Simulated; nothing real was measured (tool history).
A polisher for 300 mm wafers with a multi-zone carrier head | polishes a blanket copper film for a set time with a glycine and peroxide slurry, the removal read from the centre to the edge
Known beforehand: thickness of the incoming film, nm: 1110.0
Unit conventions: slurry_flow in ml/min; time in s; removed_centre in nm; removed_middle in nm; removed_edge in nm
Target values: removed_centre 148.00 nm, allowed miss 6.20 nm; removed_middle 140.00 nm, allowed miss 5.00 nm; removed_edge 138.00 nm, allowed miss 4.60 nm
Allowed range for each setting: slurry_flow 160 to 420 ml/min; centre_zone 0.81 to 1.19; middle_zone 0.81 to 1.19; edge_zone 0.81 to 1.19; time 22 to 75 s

| run | day | slurry_flow | centre_zone | middle_zone | edge_zone | time | removed_centre | removed_middle | removed_edge |
|---|---|---|---|---|---|---|---|---|---|
| 1 | 0.000 | 270 | 1.00 | 1.00 | 1.00 | 48 | 186.14 | 200.50 | 204.98 |
| 2 | 0.308 | 270 | 1.01 | 1.00 | 0.99 | 46 | 179.10 | 195.16 | 196.12 |
| 3 | 0.592 | 270 | 1.09 | 1.00 | 0.99 | 46 | 193.92 | 192.30 | 195.45 |
| 4 | 0.875 | 230 | 1.09 | 1.00 | 0.99 | 46 | 192.25 | 193.77 | 195.38 |
| 5 | 0.950 | 230 | 1.09 | 1.03 | 0.99 | 46 | 189.00 | 198.68 | 195.80 |
| 6 | 1.108 | 230 | 1.04 | 1.03 | 0.99 | 46 | 181.01 | 196.73 | 191.44 |
| 7 | 1.333 | 230 | 1.05 | 1.02 | 0.98 | 45 | 179.59 | 192.11 | 194.11 |
| 8 | 1.450 | 240 | 1.06 | 1.02 | 0.98 | 43 | 174.31 | 183.32 | 183.29 |
| 9 | 1.679 | 245 | 1.07 | 1.02 | 0.97 | 42 | 170.66 | 180.03 | 179.01 |
| 10 | 1.733 | 250 | 1.08 | 1.02 | 0.96 | 41 | 173.12 | 176.35 | 171.72 |
| 11 | 1.804 | 250 | 1.08 | 1.01 | 0.95 | 40 | 161.98 | 174.26 | 166.46 |
| 12 | 2.104 | 250 | 1.09 | 1.00 | 0.95 | 39 | 159.31 | 162.36 | 161.54 |
| 13 | 2.188 | 250 | 1.09 | 0.99 | 0.94 | 39 | 161.10 | 164.29 | 163.17 |
| 14 | 2.496 | 250 | 1.09 | 0.99 | 0.94 | 39 | 162.12 | 166.89 | 162.75 |
| 15 | 2.546 | 240 | 1.12 | 0.91 | 0.84 | 32 | 137.50 | 123.94 | 124.77 |
| 16 | 2.838 | 245 | 1.12 | 0.92 | 0.85 | 32 | 135.20 | 126.36 | 127.11 |
| 17 | 3.208 | 300 | 1.19 | 0.98 | 0.91 | 34 | 154.42 | 142.31 | 137.63 |

Exercise: of the 4 proposed moves below, exactly one satisfies all targets within the stated allowed misses. Which move is it?
| A | 3.579 | 350 | 1.19 | 0.98 | 0.84 | 36 | ? | ? | ? |
| B | 3.579 | 310 | 1.19 | 0.94 | 0.82 | 35 | ? | ? | ? |
| C | 3.579 | 290 | 1.15 | 1.08 | 0.88 | 33 | ? | ? | ? |
| D | 3.579 | 310 | 1.14 | 0.97 | 0.90 | 33 | ? | ? | ? |

| move | removed_centre | removed_middle | removed_edge |
|---|---|---|---|
| A | 169.41 | 152.42 | 143.40 |
| B | 163.13 | 141.90 | 137.13 |
| C | 147.92 | 149.74 | 132.70 |
| D | 147.28 | 137.38 | 134.76 |
A: moves away from the targets compared with the last run
B: moves away from the targets compared with the last run
C: puts the biggest miss on target and leaves a different result outside tolerance
D: all results land within tolerance of their targets
Move D is the one to make.

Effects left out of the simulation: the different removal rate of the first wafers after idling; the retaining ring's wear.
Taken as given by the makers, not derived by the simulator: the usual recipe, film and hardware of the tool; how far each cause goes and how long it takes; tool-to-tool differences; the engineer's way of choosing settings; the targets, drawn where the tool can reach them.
